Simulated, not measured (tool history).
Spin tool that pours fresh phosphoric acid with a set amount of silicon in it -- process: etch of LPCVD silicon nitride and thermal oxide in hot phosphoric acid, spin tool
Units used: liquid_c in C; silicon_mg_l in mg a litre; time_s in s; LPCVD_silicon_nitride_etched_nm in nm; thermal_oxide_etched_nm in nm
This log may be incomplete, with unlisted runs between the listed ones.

run	hour	liquid_c	silicon_mg_l	time_s	LPCVD_silicon_nitride_etched_nm	thermal_oxide_etched_nm
1	0.0	162.0	13.0	180	16.799	0.39419
2	8.6	162.0	19.0	180	16.685	0.36071
3	12.9	160.0	19.0	180	15.591	0.27701
4	20.6	161.5	19.0	180	16.525	0.29745
5	22.8	162.5	19.0	180	17.166	0.35208
6	24.9	163.5	19.0	180	17.495	0.38566
7	26.9	163.5	21.0	185	18.105	0.36587
8	32.8	164.0	22.5	185	18.671	0.36792
9	37.1	164.5	24.0	185	18.834	0.35477
10	44.5	165.0	25.0	185	18.856	0.32275
11	45.9	165.0	25.0	185	18.907	0.35241

Expected results for the next run?
12	51.0	165.0	26.0	185	?	?

LPCVD_silicon_nitride_etched_nm: 19.106 nm
thermal_oxide_etched_nm: 0.32035 nm
